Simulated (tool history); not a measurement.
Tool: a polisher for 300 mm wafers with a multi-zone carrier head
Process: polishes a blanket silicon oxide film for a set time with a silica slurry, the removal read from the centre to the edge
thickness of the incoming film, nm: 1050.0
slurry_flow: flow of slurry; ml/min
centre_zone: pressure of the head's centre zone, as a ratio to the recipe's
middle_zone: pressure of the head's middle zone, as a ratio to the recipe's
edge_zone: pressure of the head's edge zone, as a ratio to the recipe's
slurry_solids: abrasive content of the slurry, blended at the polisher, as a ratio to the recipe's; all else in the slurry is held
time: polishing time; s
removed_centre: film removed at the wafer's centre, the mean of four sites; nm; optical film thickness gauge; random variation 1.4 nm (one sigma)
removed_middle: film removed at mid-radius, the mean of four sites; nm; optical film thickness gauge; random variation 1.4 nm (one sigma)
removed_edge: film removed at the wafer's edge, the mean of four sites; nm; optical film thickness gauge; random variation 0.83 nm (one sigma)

run,hour,slurry_flow,centre_zone,middle_zone,edge_zone,slurry_solids,time,removed_centre,removed_middle,removed_edge
1,0.0,290,1.00,1.00,1.00,1.00,47,181.20,179.87,173.89
2,5.8,285,0.99,0.98,0.99,0.95,47,174.80,169.37,169.54
3,12.3,285,0.98,0.98,0.98,0.90,47,171.46,167.01,164.07
4,19.8,285,0.98,0.91,0.98,0.90,47,170.99,158.57,163.58
5,22.4,285,0.98,0.91,0.89,0.90,47,169.61,159.13,155.86
6,23.2,285,0.98,0.94,0.89,0.90,47,167.90,163.72,156.51
7,30.2,280,0.97,0.93,0.89,0.85,47,160.51,158.13,152.75
8,37.0,275,0.96,0.92,0.89,0.80,47,156.92,153.89,149.73
9,44.7,275,0.96,0.92,0.89,0.80,47,156.19,149.81,147.95
# hour 52.6: edge zone pressure recalibrated
10,52.6,270,0.95,0.91,0.88,0.80,47,152.99,148.80,155.85
11,54.9,270,0.95,0.91,0.87,0.75,47,153.97,144.07,151.18

Forecast run 12:
12,60.7,275,0.95,0.92,0.86,0.75,47,?,?,?

{"run 12": {"removed_centre": 150.32, "removed_middle": 141.75, "removed_edge": 150.32}}

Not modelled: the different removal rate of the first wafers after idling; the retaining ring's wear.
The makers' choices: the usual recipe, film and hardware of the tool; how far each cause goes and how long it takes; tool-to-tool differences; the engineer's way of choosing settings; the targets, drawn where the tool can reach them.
